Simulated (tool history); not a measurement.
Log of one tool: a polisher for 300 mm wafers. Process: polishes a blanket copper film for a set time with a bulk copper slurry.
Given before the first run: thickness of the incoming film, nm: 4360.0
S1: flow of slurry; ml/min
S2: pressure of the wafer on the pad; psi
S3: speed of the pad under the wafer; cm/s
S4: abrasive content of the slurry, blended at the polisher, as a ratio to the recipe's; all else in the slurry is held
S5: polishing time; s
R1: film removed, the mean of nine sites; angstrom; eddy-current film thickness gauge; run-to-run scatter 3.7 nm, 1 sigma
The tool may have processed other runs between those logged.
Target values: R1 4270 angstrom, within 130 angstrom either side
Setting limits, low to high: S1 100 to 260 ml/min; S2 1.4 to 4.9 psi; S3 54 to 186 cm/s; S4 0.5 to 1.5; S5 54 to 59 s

{"run": 1, "hour": 0.0, "S1": 165, "S2": 3.1, "S3": 118, "S4": 1, "S5": 59, "R1": 6580.7}
{"run": 2, "hour": 6.7, "S1": 165, "S2": 3.1, "S3": 118, "S4": 0.9, "S5": 59, "R1": 6446.9}
{"run": 3, "hour": 15.6, "S1": 160, "S2": 2.9, "S3": 118, "S4": 0.9, "S5": 59, "R1": 6006.3}
{"run": 4, "hour": 24.2, "S1": 155, "S2": 2.8, "S3": 118, "S4": 0.9, "S5": 59, "R1": 5785}
{"run": 5, "hour": 25.7, "S1": 155, "S2": 2.7, "S3": 118, "S4": 0.9, "S5": 59, "R1": 5595.1}
{"run": 6, "hour": 27.6, "S1": 155, "S2": 2.7, "S3": 118, "S4": 1.05, "S5": 59, "R1": 5834.2}
{"run": 7, "hour": 31.1, "S1": 135, "S2": 1.8, "S3": 116, "S4": 1.05, "S5": 59, "R1": 3707.1}
{"run": 8, "hour": 35.8, "S1": 145, "S2": 1.8, "S3": 116, "S4": 1.05, "S5": 59, "R1": 3848.7}
{"run": 9, "hour": 38.4, "S1": 150, "S2": 1.8, "S3": 116, "S4": 1.05, "S5": 59, "R1": 3891.8}

5 next moves are on the table. One of them brings every result within its allowed miss. Which?
{"run": "A", "hour": 41.0, "S1": 170, "S2": 2.3, "S3": 118, "S4": 0.85, "S5": 57, "R1": "?"}
{"run": "B", "hour": 41.0, "S1": 130, "S2": 2, "S3": 134, "S4": 1.05, "S5": 56, "R1": "?"}
{"run": "C", "hour": 41.0, "S1": 195, "S2": 1.8, "S3": 136, "S4": 1.1, "S5": 54, "R1": "?"}
{"run": "D", "hour": 41.0, "S1": 150, "S2": 1.6, "S3": 126, "S4": 1.05, "S5": 59, "R1": "?"}
{"run": "E", "hour": 41.0, "S1": 145, "S2": 1.8, "S3": 102, "S4": 1.3, "S5": 59, "R1": "?"}

move=A R1=4597.6
move=B R1=4440.5
move=C R1=4279.4
move=D R1=3675.7
move=E R1=3489
A: moves the result that the last run missed by most past its target, out the other side
B: moves the result that the last run missed by most past its target, out the other side
C: each result inside its tolerance
D: further off than the last run
E: further off than the last run
Go with C: it meets all targets.

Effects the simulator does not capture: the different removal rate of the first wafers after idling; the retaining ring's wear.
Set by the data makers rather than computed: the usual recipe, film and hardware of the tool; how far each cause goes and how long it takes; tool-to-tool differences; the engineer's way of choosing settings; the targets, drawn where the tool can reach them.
